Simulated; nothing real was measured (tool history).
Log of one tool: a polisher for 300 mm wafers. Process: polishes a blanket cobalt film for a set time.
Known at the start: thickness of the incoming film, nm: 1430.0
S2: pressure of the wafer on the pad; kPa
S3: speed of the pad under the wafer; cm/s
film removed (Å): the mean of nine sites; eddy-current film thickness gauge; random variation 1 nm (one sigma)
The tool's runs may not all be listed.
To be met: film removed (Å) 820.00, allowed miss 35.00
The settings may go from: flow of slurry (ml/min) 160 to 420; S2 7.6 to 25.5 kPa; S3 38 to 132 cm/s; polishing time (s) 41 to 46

run 1 hour=0.0 | flow_of_slurry_(ml/min)=270 S2=16.5 S3=84 polishing_time_(s)=46 | film_removed_(Å)=2181.70
run 2 hour=5.4 | flow_of_slurry_(ml/min)=270 S2=13.8 S3=72 polishing_time_(s)=45 | film_removed_(Å)=1571.00
run 3 hour=9.3 | flow_of_slurry_(ml/min)=270 S2=15.9 S3=72 polishing_time_(s)=45 | film_removed_(Å)=1760.60
run 4 hour=11.2 | flow_of_slurry_(ml/min)=220 S2=15.9 S3=72 polishing_time_(s)=45 | film_removed_(Å)=1787.10
run 5 hour=18.0 | flow_of_slurry_(ml/min)=220 S2=15.9 S3=72 polishing_time_(s)=46 | film_removed_(Å)=1768.90
run 6 hour=24.5 | flow_of_slurry_(ml/min)=220 S2=13.8 S3=72 polishing_time_(s)=46 | film_removed_(Å)=1572.20
run 7 hour=29.4 | flow_of_slurry_(ml/min)=220 S2=11.7 S3=64 polishing_time_(s)=46 | film_removed_(Å)=1235.40
run 8 hour=32.4 | flow_of_slurry_(ml/min)=220 S2=10.3 S3=60 polishing_time_(s)=46 | film_removed_(Å)=1032.60
run 9 hour=40.9 | flow_of_slurry_(ml/min)=220 S2=9.7 S3=58 polishing_time_(s)=46 | film_removed_(Å)=961.38
run 10 hour=43.0 | flow_of_slurry_(ml/min)=220 S2=9.0 S3=58 polishing_time_(s)=46 | film_removed_(Å)=911.75

4 next moves are on the table. One of them brings every result within its allowed miss. Which?
run A hour=45.1 | flow_of_slurry_(ml/min)=230 S2=9.7 S3=64 polishing_time_(s)=46 | film_removed_(Å)=?
run B hour=45.1 | flow_of_slurry_(ml/min)=165 S2=8.3 S3=58 polishing_time_(s)=46 | film_removed_(Å)=?
run C hour=45.1 | flow_of_slurry_(ml/min)=225 S2=10.3 S3=56 polishing_time_(s)=46 | film_removed_(Å)=?
run D hour=45.1 | flow_of_slurry_(ml/min)=210 S2=10.3 S3=68 polishing_time_(s)=45 | film_removed_(Å)=?

move=A film_removed_(Å)=1050.30
move=B film_removed_(Å)=806.42
move=C film_removed_(Å)=975.43
move=D film_removed_(Å)=1139.80
A: further off than the last run
B: meets every target
C: further off than the last run
D: further off than the last run
The right move is B.
